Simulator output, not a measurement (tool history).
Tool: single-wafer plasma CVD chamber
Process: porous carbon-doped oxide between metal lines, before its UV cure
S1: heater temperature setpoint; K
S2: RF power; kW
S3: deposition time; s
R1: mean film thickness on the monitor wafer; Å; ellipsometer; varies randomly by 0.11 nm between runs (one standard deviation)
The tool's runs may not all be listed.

run,hour,S1,S2,S3,R1
1,0.0,583.15,0.400,15.7,637.54
2,7.4,587.15,0.390,15.7,616.33
3,9.7,589.15,0.380,15.7,604.39
4,12.4,590.15,0.370,15.6,591.03
5,18.5,591.15,0.360,15.6,579.29
6,19.2,591.15,0.360,15.7,586.55
7,24.3,592.15,0.350,15.6,572.64

Forecast run 8:
8,31.5,593.15,0.345,15.6,?

{"run 8": {"R1": 565.1}}

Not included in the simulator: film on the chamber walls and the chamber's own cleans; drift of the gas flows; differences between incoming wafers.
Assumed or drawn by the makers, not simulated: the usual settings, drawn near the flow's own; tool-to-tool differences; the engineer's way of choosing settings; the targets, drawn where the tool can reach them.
